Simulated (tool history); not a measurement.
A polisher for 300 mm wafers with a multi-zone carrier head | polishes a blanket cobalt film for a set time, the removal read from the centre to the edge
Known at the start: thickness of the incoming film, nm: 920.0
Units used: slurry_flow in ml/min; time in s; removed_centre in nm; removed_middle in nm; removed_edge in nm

| run | hour | slurry_flow | centre_zone | middle_zone | edge_zone | time | removed_centre | removed_middle | removed_edge |
|---|---|---|---|---|---|---|---|---|---|
| 1 | 0 | 305 | 1 | 1 | 1 | 80 | 266.83 | 277.88 | 260.48 |
| 2 | 2 | 305 | 0.95 | 1 | 1 | 80 | 251.98 | 271.95 | 258.09 |
| 3 | 10.6 | 255 | 0.95 | 1 | 1 | 80 | 241.83 | 270.15 | 258.72 |
| 4 | 13.4 | 255 | 0.95 | 1 | 0.96 | 80 | 251.14 | 269.58 | 250.67 |
| 5 | 21.7 | 260 | 0.97 | 1 | 0.98 | 81 | 254.38 | 271.35 | 261.14 |
| 6 | 28 | 260 | 0.97 | 1 | 0.9 | 81 | 255.13 | 272.54 | 246.8 |
| 7 | 34.4 | 260 | 0.98 | 1.01 | 0.92 | 82 | 264.79 | 281.71 | 254.09 |
| 8 | 38.4 | 260 | 0.99 | 1.01 | 0.94 | 83 | 268.44 | 284.58 | 259.69 |
| 9 | 47.2 | 260 | 1 | 1.01 | 0.96 | 84 | 271.94 | 287.19 | 264.51 |

Predict the results of run 10:
| 10 | 55.4 | 265 | 1 | 1.01 | 0.98 | 85 | ? | ? | ? |

{"run 10": {"removed_centre": 271.81, "removed_middle": 288.25, "removed_edge": 270.43}}

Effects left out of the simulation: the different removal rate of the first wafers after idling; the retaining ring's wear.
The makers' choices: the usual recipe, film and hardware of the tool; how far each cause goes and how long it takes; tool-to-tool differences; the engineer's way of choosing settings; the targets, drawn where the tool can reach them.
